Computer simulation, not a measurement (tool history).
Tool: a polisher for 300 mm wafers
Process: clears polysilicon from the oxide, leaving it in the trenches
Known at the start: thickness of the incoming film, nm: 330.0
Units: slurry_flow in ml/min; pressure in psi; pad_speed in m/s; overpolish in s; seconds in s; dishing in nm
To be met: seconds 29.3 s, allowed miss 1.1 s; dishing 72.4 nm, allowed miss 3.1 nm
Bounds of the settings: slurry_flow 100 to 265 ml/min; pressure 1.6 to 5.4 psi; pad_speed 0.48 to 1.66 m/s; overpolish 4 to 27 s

run	hour	slurry_flow	pressure	pad_speed	overpolish	seconds	dishing
1	0	170	3.5	1.06	14	18.31	70.64
2	8.6	170	2.9	1.06	14	21.758	68.766
3	12.6	165	2.6	1.06	17	24.539	70.164
4	14.5	150	2.6	1.06	17	25.023	69.907
5	17.6	150	3	1.06	17	21.823	72.274
6	26.1	130	3	1.06	17	22.265	72.638
7	26.8	125	2.7	1.06	18	24.783	69.762
8	31.5	125	2.6	1.06	20	25.735	71.87
9	32.8	125	2.5	1.06	21	26.776	70.137
10	33.9	115	2.5	1.04	23	27.713	73.048

Which of these 5 next moves meets every target?
A	35	170	2.1	1.24	23	?	?
B	35	125	2.8	0.86	23	?	?
C	35	100	2.8	1.02	25	?	?
D	35	100	3	0.96	27	?	?
E	35	120	3	0.92	21	?	?

move	seconds	dishing
A	26.145	72.843
B	29.769	71.843
C	26.398	73.273
D	26.193	73.66
E	26.3	72.128
A: further off than the last run
B: meets every target
C: further off than the last run
D: further off than the last run
E: further off than the last run
The right move is B.

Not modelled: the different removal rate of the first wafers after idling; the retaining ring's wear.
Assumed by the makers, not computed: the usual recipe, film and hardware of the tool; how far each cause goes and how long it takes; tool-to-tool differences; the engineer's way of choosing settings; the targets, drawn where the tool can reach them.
